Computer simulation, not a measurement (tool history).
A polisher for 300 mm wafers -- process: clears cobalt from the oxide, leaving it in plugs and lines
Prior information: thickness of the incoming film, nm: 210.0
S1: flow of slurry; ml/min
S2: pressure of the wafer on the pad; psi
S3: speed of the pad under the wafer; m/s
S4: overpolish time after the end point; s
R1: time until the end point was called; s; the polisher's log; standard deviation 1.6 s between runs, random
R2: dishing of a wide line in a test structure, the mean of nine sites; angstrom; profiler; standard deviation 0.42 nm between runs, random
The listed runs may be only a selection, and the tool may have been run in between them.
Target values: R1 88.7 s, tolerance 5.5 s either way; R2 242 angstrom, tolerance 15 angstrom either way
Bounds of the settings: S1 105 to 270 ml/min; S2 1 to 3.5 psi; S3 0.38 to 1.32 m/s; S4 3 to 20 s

run,day,S1,S2,S3,S4,R1,R2
1,0,175,2.2,0.84,10,43.556,369.39
2,0.204,195,2.2,0.84,10,43.887,381.15
3,0.525,195,1.8,0.78,10,55.756,312.64
4,0.575,195,1.8,0.9,10,49.042,343.71
5,0.875,195,1.5,0.84,10,61.178,284.42
6,0.954,195,1.5,0.84,8,60.128,232.16
7,0.992,195,1.3,0.8,9,71.718,227.88
8,1.175,190,1.2,0.78,10,78.532,226.33
9,1.546,185,1.2,0.78,11,82.531,251.38
10,1.575,180,1.2,0.78,11,79.8,250.15

Pick the move, out of 4, that brings all results within their allowed miss; only one does.
A,1.604,150,1.2,0.84,8,?,?
B,1.604,205,1,0.82,12,?,?
C,1.604,170,1.1,0.78,10,?,?
D,1.604,155,1,0.86,14,?,?

move,R1,R2
A,75.166,203.07
B,86.463,255.29
C,85.61,220.33
D,85.412,292.92
A: lands further from the targets than the last run did
B: every result within its allowed miss
C: brings the result that was furthest off to its target, and leaves another outside
D: brings the result that was furthest off to its target, and leaves another outside
Answer: B

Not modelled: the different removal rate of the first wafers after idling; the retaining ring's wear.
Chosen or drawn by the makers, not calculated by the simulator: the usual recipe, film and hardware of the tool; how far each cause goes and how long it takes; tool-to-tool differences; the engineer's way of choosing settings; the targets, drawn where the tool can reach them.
